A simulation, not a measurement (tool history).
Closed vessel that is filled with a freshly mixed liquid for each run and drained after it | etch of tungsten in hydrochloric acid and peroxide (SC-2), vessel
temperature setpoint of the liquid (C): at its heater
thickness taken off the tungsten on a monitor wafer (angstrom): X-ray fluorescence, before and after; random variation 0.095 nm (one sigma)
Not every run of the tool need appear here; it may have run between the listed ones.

run	hour	temperature setpoint of the liquid (C)	parts of water to one part each of 37 % hydrochloric acid and 30 % peroxide (parts by volume)	time in the liquid (s)	thickness taken off the tungsten on a monitor wafer (angstrom)
1	0	45	11.5	100	82.951
2	8.5	45	11.5	105	86.095
3	16.6	45	11.5	100	82.827
4	24.4	45.5	11.5	100	85.544
5	28.4	45.5	11.5	100	85.97
# hour 36.2: new drum of peroxide connected
6	36.2	45.5	11.5	105	94.016
7	37.2	46.5	11.5	105	101.41
8	38.4	46.5	11.5	105	101.13

Run 9 comes next. What will it give?
9	44.2	47	11.5	105	?

thickness taken off the tungsten on a monitor wafer (angstrom): 102.58
